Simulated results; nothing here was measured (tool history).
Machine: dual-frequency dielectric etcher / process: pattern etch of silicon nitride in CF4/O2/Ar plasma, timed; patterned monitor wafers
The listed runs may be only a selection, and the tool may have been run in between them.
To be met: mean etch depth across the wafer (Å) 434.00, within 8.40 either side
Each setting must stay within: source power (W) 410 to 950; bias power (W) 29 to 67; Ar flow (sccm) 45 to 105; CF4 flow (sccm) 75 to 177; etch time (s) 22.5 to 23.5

run	hour	source power (W)	bias power (W)	Ar flow (sccm)	CF4 flow (sccm)	etch time (s)	mean etch depth across the wafer (Å)
1	0.0	680	48	75	126	22.5	630.05
2	7.1	680	48	75	145	22.5	636.58
3	14.2	640	47	75	145	22.5	596.42
4	23.0	610	47	75	145	22.5	569.58
5	24.1	610	47	75	145	23.5	598.80
6	26.9	580	47	75	145	23.5	570.10
7	35.8	440	42	77	142	23.5	418.64
# hour 39.0: CF4 flow controller replaced
8	39.0	450	42	77	142	23.5	426.28

Below are 5 possible settings for the next run. Only one of them brings all results inside the allowed miss of their targets. Which is it?
A	42.2	460	41	86	104	23.5	?
B	42.2	450	45	76	141	22.5	?
C	42.2	440	43	88	174	22.5	?
D	42.2	450	47	74	137	23.0	?
E	42.2	440	44	86	159	23.0	?

move	mean etch depth across the wafer (Å)
A	414.95
B	419.14
C	405.36
D	436.26
E	416.13
A: misses by more than the last run did
B: misses by more than the last run did
C: misses by more than the last run did
D: all results in spec
E: misses by more than the last run did
The right move is D.

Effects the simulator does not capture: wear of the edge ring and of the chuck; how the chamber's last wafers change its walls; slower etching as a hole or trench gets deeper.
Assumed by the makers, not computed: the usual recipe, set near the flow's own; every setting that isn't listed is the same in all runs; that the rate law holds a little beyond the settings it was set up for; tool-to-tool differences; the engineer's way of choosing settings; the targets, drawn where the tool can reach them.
